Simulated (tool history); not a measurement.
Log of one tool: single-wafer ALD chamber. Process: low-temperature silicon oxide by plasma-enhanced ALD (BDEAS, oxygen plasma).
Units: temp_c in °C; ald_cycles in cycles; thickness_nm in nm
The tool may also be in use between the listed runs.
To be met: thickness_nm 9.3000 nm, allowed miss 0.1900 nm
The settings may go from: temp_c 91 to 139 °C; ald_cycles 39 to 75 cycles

{"run": 1, "hour": 0.0, "temp_c": 115, "ald_cycles": 57, "thickness_nm": 7.7839}
{"run": 2, "hour": 4.9, "temp_c": 125, "ald_cycles": 57, "thickness_nm": 7.6483}
{"run": 3, "hour": 10.6, "temp_c": 125, "ald_cycles": 50, "thickness_nm": 6.6948}
{"run": 4, "hour": 15.7, "temp_c": 124, "ald_cycles": 55, "thickness_nm": 7.4021}
{"run": 5, "hour": 20.2, "temp_c": 123, "ald_cycles": 59, "thickness_nm": 7.9851}
{"run": 6, "hour": 23.6, "temp_c": 132, "ald_cycles": 59, "thickness_nm": 7.759}
{"run": 7, "hour": 26.0, "temp_c": 127, "ald_cycles": 61, "thickness_nm": 8.0898}
{"run": 8, "hour": 33.7, "temp_c": 123, "ald_cycles": 63, "thickness_nm": 8.4447}

Which of these 5 next moves meets every target?
{"run": "A", "hour": 41.4, "temp_c": 108, "ald_cycles": 65, "thickness_nm": "?"}
{"run": "B", "hour": 41.4, "temp_c": 120, "ald_cycles": 65, "thickness_nm": "?"}
{"run": "C", "hour": 41.4, "temp_c": 115, "ald_cycles": 66, "thickness_nm": "?"}
{"run": "D", "hour": 41.4, "temp_c": 118, "ald_cycles": 65, "thickness_nm": "?"}
{"run": "E", "hour": 41.4, "temp_c": 118, "ald_cycles": 69, "thickness_nm": "?"}

move=A thickness_nm=8.9308
move=B thickness_nm=8.7074
move=C thickness_nm=8.9359
move=D thickness_nm=8.7446
move=E thickness_nm=9.2828
A: nearer than the last run, and not there yet
B: nearer than the last run, and not there yet
C: nearer than the last run, and not there yet
D: nearer than the last run, and not there yet
E: meets every target
The right move is E.
